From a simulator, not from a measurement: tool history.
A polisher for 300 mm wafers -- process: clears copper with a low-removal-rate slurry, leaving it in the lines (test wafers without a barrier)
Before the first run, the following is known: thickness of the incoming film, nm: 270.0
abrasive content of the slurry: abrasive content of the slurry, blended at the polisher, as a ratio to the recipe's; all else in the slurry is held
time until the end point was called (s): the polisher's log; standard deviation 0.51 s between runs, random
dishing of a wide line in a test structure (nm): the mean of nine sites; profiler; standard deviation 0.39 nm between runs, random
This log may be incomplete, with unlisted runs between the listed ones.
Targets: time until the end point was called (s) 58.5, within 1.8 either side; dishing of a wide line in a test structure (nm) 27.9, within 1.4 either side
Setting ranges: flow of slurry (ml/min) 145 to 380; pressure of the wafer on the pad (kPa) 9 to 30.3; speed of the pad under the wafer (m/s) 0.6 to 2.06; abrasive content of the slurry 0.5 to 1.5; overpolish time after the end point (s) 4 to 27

run	day	flow of slurry (ml/min)	pressure of the wafer on the pad (kPa)	speed of the pad under the wafer (m/s)	abrasive content of the slurry	overpolish time after the end point (s)	time until the end point was called (s)	dishing of a wide line in a test structure (nm)
1	0	245	19.3	1.32	1	14	86.717	35.375
2	0.296	250	20.7	1.32	1	13	81.56	36.119
3	0.433	235	21.4	1.34	1	12	79.276	33.886
4	0.725	245	22.1	1.34	1	11	77.444	32.23
5	0.9	245	22.1	1.62	1	11	65.239	38.823
6	1.158	245	22.1	1.62	1	13	63.735	43.919
7	1.321	250	22.8	1.62	1	12	61.898	42.784
8	1.571	255	22.8	1.62	1	11	62.041	39.71
9	1.629	260	22.8	1.62	1	10	61.99	36.951
10	1.783	275	24.1	1.62	1	4	59.103	16.595
11	1.821	260	24.1	1.62	1	4	59.351	16.552
# day 2.033: slurry nozzle cleaned
12	2.033	255	24.1	1.62	1	5	58.446	20.341
13	2.371	245	24.1	1.62	1	5	59.145	20.558
14	2.679	210	24.8	1.62	1	10	58.258	38.021
15	2.738	220	24.8	1.62	1	10	57.971	38.399
16	2.962	220	24.8	1.62	1	10	57.666	38.781

Below are 4 possible settings for the next run. Only one of them brings all results inside the allowed miss of their targets. Which is it?
A	3.188	190	22.8	1.66	1.2	7	?	?
B	3.188	185	21.4	1.8	1.1	9	?	?
C	3.188	200	24.8	1.7	0.9	6	?	?
D	3.188	200	30.3	1.36	1.3	8	?	?

move	time until the end point was called (s)	dishing of a wide line in a test structure (nm)
A	58.241	27.901
B	58.117	34.899
C	57.011	24.773
D	54.37	33.707
A: all results in spec
B: moves toward the targets from the last run without getting all of them in spec
C: the result that was furthest off in the last run now lies on the other side of its target
D: moves toward the targets from the last run without getting all of them in spec
Go with A: it meets all targets.

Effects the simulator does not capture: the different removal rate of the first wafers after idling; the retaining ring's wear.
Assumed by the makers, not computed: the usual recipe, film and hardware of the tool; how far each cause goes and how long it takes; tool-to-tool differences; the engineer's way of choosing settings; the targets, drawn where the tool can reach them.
